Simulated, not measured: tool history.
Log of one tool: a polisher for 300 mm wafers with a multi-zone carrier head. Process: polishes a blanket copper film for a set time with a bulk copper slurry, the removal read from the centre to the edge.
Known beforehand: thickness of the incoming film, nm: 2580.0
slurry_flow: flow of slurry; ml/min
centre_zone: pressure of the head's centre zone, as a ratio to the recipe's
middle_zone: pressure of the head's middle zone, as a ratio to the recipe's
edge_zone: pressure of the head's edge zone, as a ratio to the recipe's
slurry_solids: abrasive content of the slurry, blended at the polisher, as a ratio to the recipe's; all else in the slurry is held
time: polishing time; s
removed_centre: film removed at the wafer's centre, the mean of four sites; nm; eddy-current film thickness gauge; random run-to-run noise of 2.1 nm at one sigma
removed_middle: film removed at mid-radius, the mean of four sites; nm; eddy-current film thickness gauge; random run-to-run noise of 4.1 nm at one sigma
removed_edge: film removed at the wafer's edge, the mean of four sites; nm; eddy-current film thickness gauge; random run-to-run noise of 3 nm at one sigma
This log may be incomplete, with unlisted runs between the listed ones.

run  hour  slurry_flow  centre_zone  middle_zone  edge_zone  slurry_solids  time  removed_centre  removed_middle  removed_edge
  1   0.0          270         1.00         1.00       1.00            1.0    50          309.93          293.76        315.48
  2   3.6          260         0.98         1.00       1.01            1.0    50          304.76          294.42        315.36
  3   4.5          260         0.98         1.00       1.01            1.2    50          315.67          323.16        334.82
  4   6.3          255         0.96         0.98       1.01            1.2    50          305.12          310.56        331.57
  5  12.2          255         1.05         0.98       1.01            1.2    50          335.06          307.80        327.43
  6  17.9          255         1.05         0.98       1.01            1.0    50          322.42          291.44        314.91
  7  19.6          245         1.02         0.98       1.02            1.0    50          313.73          296.39        318.03
  8  24.6          245         0.99         0.97       1.03            1.0    50          306.13          284.94        318.71

Run 9 comes next. What will it give?
  9  29.8          240         0.97         0.98       1.04            1.0    50               ?               ?             ?

Run 9 came out at removed_centre 292.78 nm, removed_middle 293.22 nm, removed_edge 321.61 nm.
